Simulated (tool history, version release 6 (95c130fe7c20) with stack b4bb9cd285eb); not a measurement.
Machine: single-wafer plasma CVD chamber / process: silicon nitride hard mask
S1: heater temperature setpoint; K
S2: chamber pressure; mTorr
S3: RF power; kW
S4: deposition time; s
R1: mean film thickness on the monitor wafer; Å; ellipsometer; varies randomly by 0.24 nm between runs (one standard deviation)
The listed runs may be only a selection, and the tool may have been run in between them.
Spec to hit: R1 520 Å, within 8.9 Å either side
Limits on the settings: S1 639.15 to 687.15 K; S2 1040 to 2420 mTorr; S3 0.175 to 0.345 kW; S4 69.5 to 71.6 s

run    day      S1    S2     S3    S4      R1
  1      0  663.15  1730   0.26  69.5  724.48
  2  0.038  663.15  1510   0.23  69.5  629.61
  3  0.258  663.15  1810   0.23  69.5  649.04
  4  0.529  663.15  1650  0.215  69.5  597.57
  5  0.667  663.15  1650  0.215  69.5  600.44
  6  1.029  663.15  1510  0.205  69.5  561.38
  7  1.229  663.15  1380  0.205  69.5  549.35
  8  1.404  663.15  1290  0.205  69.5  536.34
  9  1.775  663.15  1250  0.205  69.5  538.21
 10  2.092  663.15  1200  0.205  69.5  536.08
 11  2.375  663.15  1160  0.205  69.5   526.6

Of the 5 settings listed for the next run, only one would bring every result within its allowed miss of target. Which one?
  A  2.658  654.15  1140  0.195  69.5   ?
  B  2.658  675.15  1130  0.205  71.6   ?
  C  2.658  662.15  1120    0.2  71.2   ?
  D  2.658  659.15  1050   0.21  70.4   ?
  E  2.658  667.15  1130  0.205    71   ?

move      R1
   A  499.31
   B  538.54
   C  522.81
   D  538.87
   E   535.9
A: moves the result that the last run missed by most past its target, out the other side
B: further off than the last run
C: in spec on every target
D: further off than the last run
E: further off than the last run
Answer: C
